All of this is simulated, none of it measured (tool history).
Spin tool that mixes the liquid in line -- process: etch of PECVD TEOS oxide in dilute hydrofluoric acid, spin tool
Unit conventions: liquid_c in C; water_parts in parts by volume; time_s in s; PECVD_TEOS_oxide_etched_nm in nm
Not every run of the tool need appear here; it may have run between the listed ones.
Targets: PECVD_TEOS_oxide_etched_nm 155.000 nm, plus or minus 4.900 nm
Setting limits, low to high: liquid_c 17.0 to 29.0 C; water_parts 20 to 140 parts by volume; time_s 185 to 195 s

run,hour,liquid_c,water_parts,time_s,PECVD_TEOS_oxide_etched_nm
1,0.0,21.0,75,185,36.985
2,6.3,21.0,75,185,37.340
3,10.7,21.0,105,185,25.717
4,12.4,23.0,85,185,35.545
5,14.6,23.0,100,185,28.858
6,18.5,23.0,115,185,24.899
7,24.2,27.0,85,195,43.023
8,30.7,27.0,85,195,43.357
9,33.3,27.0,85,195,43.590
10,34.2,27.5,70,195,54.877
11,36.8,28.0,60,195,65.577
12,40.3,28.0,50,195,80.347
13,45.2,28.0,45,195,89.976
14,50.8,28.0,45,195,90.770
15,54.3,28.0,40,195,102.830
16,59.7,28.0,35,195,116.440
17,64.4,28.0,30,195,138.120
18,68.0,28.0,25,195,166.270
19,76.4,28.0,30,195,137.710
20,82.4,28.0,25,195,166.630
21,83.1,28.0,30,195,138.030
22,83.6,28.0,25,195,167.620
23,85.8,28.0,30,195,140.520
24,91.5,28.0,25,195,167.290
25,93.8,28.0,30,195,137.240
26,101.3,28.0,25,195,166.680
27,102.2,28.0,30,195,138.330
28,104.9,28.0,25,195,167.790
29,111.4,28.5,30,195,141.420
30,115.0,28.5,30,195,138.970

Exactly one of the 4 candidate moves below puts every result within its allowed miss. Which one?
A,118.6,29.0,35,195,?
B,118.6,26.5,25,190,?
C,118.6,29.0,30,185,?
D,118.6,29.0,35,185,?

move,PECVD_TEOS_oxide_etched_nm
A,122.020
B,152.610
C,136.100
D,115.770
A: lands further from the targets than the last run did
B: every result within its allowed miss
C: lands further from the targets than the last run did
D: lands further from the targets than the last run did
Answer: B

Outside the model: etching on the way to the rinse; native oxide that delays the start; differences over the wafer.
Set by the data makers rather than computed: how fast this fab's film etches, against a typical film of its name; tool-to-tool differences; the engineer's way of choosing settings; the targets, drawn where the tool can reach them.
